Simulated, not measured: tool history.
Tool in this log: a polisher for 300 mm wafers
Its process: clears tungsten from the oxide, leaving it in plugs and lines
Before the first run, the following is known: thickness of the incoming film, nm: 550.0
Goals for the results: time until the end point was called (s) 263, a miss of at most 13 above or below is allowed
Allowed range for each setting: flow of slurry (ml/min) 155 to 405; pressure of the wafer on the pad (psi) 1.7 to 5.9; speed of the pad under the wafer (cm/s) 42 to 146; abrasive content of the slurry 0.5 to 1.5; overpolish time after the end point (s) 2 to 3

run	hour	flow of slurry (ml/min)	pressure of the wafer on the pad (psi)	speed of the pad under the wafer (cm/s)	abrasive content of the slurry	overpolish time after the end point (s)	time until the end point was called (s)
1	0	260	3.8	94	1	3	141.8
2	3.9	260	3.3	92	1	3	162.2
3	4.5	260	3.3	92	1.1	3	155.85
4	7.7	260	3.3	112	1.1	3	130.9
5	14.1	260	2.9	104	1.1	3	155.41
6	22.6	260	2.9	88	1.1	3	182.68
7	26.8	260	2.6	86	1.1	3	198.91
8	31.3	260	2.4	84	1.1	3	218.9
9	35.8	260	2.3	84	1.1	3	232
10	41.1	260	2.2	84	1.1	3	231.42
11	49.4	260	2.1	84	1.1	3	241.1
12	58.3	260	2	84	1.1	3	251.62

Consider the 4 candidate settings below. Which is the only one whose results all fall within their allowed miss of target?
A	67.2	245	1.9	90	1.2	3	?
B	67.2	220	2	82	1.1	3	?
C	67.2	270	2	82	1.35	3	?
D	67.2	260	2.3	80	1.1	2	?

move	time until the end point was called (s)
A	240.26
B	261.44
C	241.73
D	238.15
A: misses by more than the last run did
B: every result lands within tolerance
C: misses by more than the last run did
D: misses by more than the last run did
Correct choice: B, which meets every target
